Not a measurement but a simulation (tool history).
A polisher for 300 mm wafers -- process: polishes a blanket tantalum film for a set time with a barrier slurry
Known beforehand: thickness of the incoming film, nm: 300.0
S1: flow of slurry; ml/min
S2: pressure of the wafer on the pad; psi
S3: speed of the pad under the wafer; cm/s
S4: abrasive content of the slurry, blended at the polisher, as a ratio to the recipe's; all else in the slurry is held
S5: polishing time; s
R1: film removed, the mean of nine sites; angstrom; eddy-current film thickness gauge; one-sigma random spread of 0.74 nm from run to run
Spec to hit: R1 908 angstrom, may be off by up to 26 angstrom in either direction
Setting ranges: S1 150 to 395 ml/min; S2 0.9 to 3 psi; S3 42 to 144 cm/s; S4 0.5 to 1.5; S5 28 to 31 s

| run | hour | S1 | S2 | S3 | S4 | S5 | R1 |
|---|---|---|---|---|---|---|---|
| 1 | 0 | 250 | 1.9 | 92 | 1 | 31 | 500.43 |
| 2 | 7.6 | 195 | 1.9 | 92 | 1 | 31 | 497.1 |
| 3 | 16 | 195 | 2.1 | 92 | 1 | 31 | 549.3 |
| 4 | 22 | 195 | 2.3 | 92 | 1 | 31 | 593.15 |
| 5 | 30.6 | 195 | 2 | 92 | 1 | 31 | 525.88 |
| 6 | 35.2 | 195 | 2.2 | 94 | 1 | 31 | 584.19 |
| 7 | 39.3 | 195 | 2.3 | 96 | 1 | 31 | 614.23 |
| 8 | 44.1 | 195 | 2.4 | 98 | 1 | 31 | 655.65 |
| 9 | 52.2 | 195 | 2.5 | 100 | 1 | 31 | 699.87 |

Pick the move, out of 4, that brings all results within their allowed miss; only one does.
| A | 60.3 | 215 | 3 | 114 | 1.15 | 28 | ? |
| B | 60.3 | 150 | 2.8 | 106 | 1.15 | 31 | ? |
| C | 60.3 | 210 | 3 | 96 | 1.15 | 31 | ? |
| D | 60.3 | 185 | 3 | 120 | 1.25 | 28 | ? |

| move | R1 |
|---|---|
| A | 918.59 |
| B | 860.71 |
| C | 858.8 |
| D | 978.36 |
A: hits every target within its allowed miss
B: gains on the last run, yet a result remains outside its allowed miss
C: gains on the last run, yet a result remains outside its allowed miss
D: carries the result that was furthest off beyond its target, to the other side
The move that meets every target is A.
